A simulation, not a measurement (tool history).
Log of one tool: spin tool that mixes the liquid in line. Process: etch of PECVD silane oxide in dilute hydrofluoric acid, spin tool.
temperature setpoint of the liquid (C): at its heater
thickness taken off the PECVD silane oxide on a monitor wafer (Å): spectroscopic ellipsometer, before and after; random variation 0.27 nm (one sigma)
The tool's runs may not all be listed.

run  hour  temperature setpoint of the liquid (C)  parts of water to one part of 49 % hydrofluoric acid (parts by volume)  time under the liquid (s)  thickness taken off the PECVD silane oxide on a monitor wafer (Å)
  1   0.0                                    24.0                                                                      45                         40                                                             225.76
  2   1.6                                    26.0                                                                      45                         40                                                             246.97
  3   4.6                                    27.5                                                                      45                         40                                                             256.49
  4   7.9                                    27.5                                                                      45                         30                                                             195.07
  5  11.9                                    27.5                                                                      45                         30                                                             194.95
  6  19.8                                    28.0                                                                      40                         30                                                             225.57
  7  26.6                                    28.5                                                                      35                         30                                                             268.70
  8  28.3                                    29.0                                                                      35                         30                                                             273.82
  9  37.1                                    29.5                                                                      35                         30                                                             276.87

The next listed run, before its measurement:
 10  38.5                                    30.0                                                                      35                         30                                                                  ?

{"run 10": {"thickness taken off the PECVD silane oxide on a monitor wafer (Å)": 281.03}}

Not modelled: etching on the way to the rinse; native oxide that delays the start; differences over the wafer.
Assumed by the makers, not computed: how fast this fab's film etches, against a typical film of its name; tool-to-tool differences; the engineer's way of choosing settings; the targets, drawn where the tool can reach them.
